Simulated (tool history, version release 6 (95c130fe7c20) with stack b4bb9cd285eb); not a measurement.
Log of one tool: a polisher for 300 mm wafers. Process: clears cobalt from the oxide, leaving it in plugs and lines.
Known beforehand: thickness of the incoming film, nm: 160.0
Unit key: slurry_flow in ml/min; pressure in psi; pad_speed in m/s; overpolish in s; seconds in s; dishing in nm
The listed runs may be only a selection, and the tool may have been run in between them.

run 1 hour=0 | slurry_flow=260 pressure=1.5 pad_speed=0.86 overpolish=9 | seconds=47.166 dishing=25.757
run 2 hour=2.9 | slurry_flow=295 pressure=1.5 pad_speed=0.86 overpolish=9 | seconds=46.213 dishing=26.356
run 3 hour=4.6 | slurry_flow=235 pressure=1.5 pad_speed=0.86 overpolish=9 | seconds=45.612 dishing=25.273
run 4 hour=11.6 | slurry_flow=235 pressure=1.7 pad_speed=0.86 overpolish=9 | seconds=41.983 dishing=29.842
run 5 hour=15.3 | slurry_flow=235 pressure=1.6 pad_speed=0.86 overpolish=9 | seconds=43.45 dishing=26.817
run 6 hour=23.6 | slurry_flow=220 pressure=1.5 pad_speed=0.94 overpolish=8 | seconds=42.946 dishing=24.919
run 7 hour=27.5 | slurry_flow=210 pressure=1.5 pad_speed=1 overpolish=7 | seconds=43.373 dishing=23.121
run 8 hour=29.3 | slurry_flow=280 pressure=1.9 pad_speed=0.76 overpolish=3 | seconds=39.882 dishing=11.011
run 9 hour=32.2 | slurry_flow=280 pressure=2 pad_speed=0.78 overpolish=3 | seconds=38.713 dishing=11.887
run 10 hour=35.5 | slurry_flow=295 pressure=2.1 pad_speed=0.82 overpolish=3 | seconds=34.219 dishing=12.306

Estimate the outcome of run 11 from the log above:
run 11 hour=43.9 | slurry_flow=295 pressure=2.3 pad_speed=0.96 overpolish=5 | seconds=? dishing=?

Run 11 yielded seconds 26.554 s, dishing 25.348 nm.
